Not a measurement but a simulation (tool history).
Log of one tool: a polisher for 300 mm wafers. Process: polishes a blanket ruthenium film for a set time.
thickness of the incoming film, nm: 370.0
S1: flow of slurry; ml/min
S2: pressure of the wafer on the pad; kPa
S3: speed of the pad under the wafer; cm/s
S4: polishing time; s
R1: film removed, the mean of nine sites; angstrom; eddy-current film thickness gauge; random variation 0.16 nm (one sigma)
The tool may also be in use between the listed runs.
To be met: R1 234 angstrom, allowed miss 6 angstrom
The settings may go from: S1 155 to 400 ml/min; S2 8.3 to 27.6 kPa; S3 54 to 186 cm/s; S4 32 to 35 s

run    day   S1    S2   S3  S4      R1
  1      0  255  17.9  118  35  527.13
  2  0.092  255  15.9  112  35  456.68
  3  0.296  255  14.5  106  35  392.32
  4  0.471  255  13.1  102  35  354.63
  5  0.833  255  12.4  100  35  330.65
  6  0.921  255  12.4  100  32  302.55
  7   1.25  255  11.7  100  32  289.01
  8  1.562  255    11  100  32  269.71

5 next moves are on the table. One of them brings every result within its allowed miss. Which?
  A  1.875  290  9.7  102  34   ?
  B  1.875  225  8.3  112  34   ?
  C  1.875  200   11   70  32   ?
  D  1.875  265   11   88  32   ?
  E  1.875  205   11  100  35   ?

move      R1
   A  257.54
   B  234.03
   C  204.84
   D  245.48
   E  288.15
A: nearer than the last run, and not there yet
B: meets every target
C: takes the result that was furthest off past its target
D: nearer than the last run, and not there yet
E: further off than the last run
The right move is B.
